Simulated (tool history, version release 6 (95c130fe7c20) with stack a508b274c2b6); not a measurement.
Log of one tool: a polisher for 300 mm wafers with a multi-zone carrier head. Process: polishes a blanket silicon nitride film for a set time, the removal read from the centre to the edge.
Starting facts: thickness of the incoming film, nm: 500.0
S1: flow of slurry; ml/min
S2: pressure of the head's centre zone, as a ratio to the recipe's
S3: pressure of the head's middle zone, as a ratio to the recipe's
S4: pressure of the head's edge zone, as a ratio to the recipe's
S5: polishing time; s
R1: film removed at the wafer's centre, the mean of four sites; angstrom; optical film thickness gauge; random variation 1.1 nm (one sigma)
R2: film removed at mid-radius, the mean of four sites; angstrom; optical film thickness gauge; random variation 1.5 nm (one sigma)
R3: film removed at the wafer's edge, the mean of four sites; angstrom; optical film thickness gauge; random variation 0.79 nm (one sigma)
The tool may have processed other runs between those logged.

run,hour,S1,S2,S3,S4,S5,R1,R2,R3
1,0.0,220,1.00,1.00,1.00,61,1208.00,1209.50,1231.50
2,8.1,220,0.93,1.00,1.00,61,1133.70,1207.80,1245.60
3,15.1,220,0.93,1.04,1.00,61,1126.70,1258.20,1247.40
4,21.8,220,0.93,1.04,1.00,49,912.46,1017.50,996.41
5,28.5,220,0.93,1.04,1.00,42,763.64,869.11,861.16
6,29.2,190,0.93,1.04,1.00,42,755.12,852.50,846.71

Predict the results of run 7:
7,30.7,225,1.01,1.04,1.03,46,?,?,?

For run 7 the tool returned R1 928.06 angstrom, R2 971.92 angstrom, R3 948.45 angstrom.
